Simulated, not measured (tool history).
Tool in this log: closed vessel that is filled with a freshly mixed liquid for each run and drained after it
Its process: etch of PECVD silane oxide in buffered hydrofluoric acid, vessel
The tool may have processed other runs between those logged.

run	hour	temperature setpoint of the liquid (C)	parts of 40 % ammonium fluoride to one part of 49 % hydrofluoric acid (parts by volume)	time in the liquid (s)	thickness taken off the PECVD silane oxide on a monitor wafer (angstrom)
1	0.0	20.0	9.5	30	890.44
2	8.5	20.0	9.5	30	888.74
3	9.4	20.0	9.5	30	892.49
4	12.5	20.0	9.5	30	898.32
5	17.9	22.0	8.5	30	1105.00
6	18.9	23.5	8.0	30	1276.10

Expected results for the next run?
7	22.6	24.5	7.5	30	?

Run 7 came out at thickness taken off the PECVD silane oxide on a monitor wafer (angstrom) 1440.50.
